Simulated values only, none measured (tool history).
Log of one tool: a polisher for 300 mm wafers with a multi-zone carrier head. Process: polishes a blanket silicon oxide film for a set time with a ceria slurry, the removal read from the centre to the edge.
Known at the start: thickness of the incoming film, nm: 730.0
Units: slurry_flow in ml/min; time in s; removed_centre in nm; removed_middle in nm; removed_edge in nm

{"run": 1, "day": 0.0, "slurry_flow": 170, "centre_zone": 1.0, "middle_zone": 1.0, "edge_zone": 1.0, "time": 38, "removed_centre": 215.02, "removed_middle": 213.78, "removed_edge": 210.15}
{"run": 2, "day": 0.204, "slurry_flow": 165, "centre_zone": 0.99, "middle_zone": 0.98, "edge_zone": 1.0, "time": 37, "removed_centre": 211.76, "removed_middle": 200.1, "removed_edge": 206.4}
{"run": 3, "day": 0.579, "slurry_flow": 135, "centre_zone": 0.99, "middle_zone": 0.98, "edge_zone": 1.0, "time": 37, "removed_centre": 198.01, "removed_middle": 194.9, "removed_edge": 199.39}
{"run": 4, "day": 0.942, "slurry_flow": 120, "centre_zone": 0.99, "middle_zone": 0.98, "edge_zone": 1.0, "time": 37, "removed_centre": 190.41, "removed_middle": 187.97, "removed_edge": 193.73}
{"run": 5, "day": 1.283, "slurry_flow": 120, "centre_zone": 0.98, "middle_zone": 0.97, "edge_zone": 1.0, "time": 36, "removed_centre": 183.71, "removed_middle": 180.36, "removed_edge": 193.48}
{"run": 6, "day": 1.45, "slurry_flow": 120, "centre_zone": 0.98, "middle_zone": 0.97, "edge_zone": 1.0, "time": 33, "removed_centre": 170.44, "removed_middle": 169.01, "removed_edge": 170.95}
{"run": 7, "day": 1.529, "slurry_flow": 120, "centre_zone": 0.97, "middle_zone": 0.96, "edge_zone": 1.0, "time": 33, "removed_centre": 169.61, "removed_middle": 163.22, "removed_edge": 176.98}

The next listed run, before its measurement:
{"run": 8, "day": 1.638, "slurry_flow": 120, "centre_zone": 0.96, "middle_zone": 0.96, "edge_zone": 1.0, "time": 33, "removed_centre": "?", "removed_middle": "?", "removed_edge": "?"}

Run 8 gave removed_centre 165.78 nm, removed_middle 168.28 nm, removed_edge 178.99 nm.
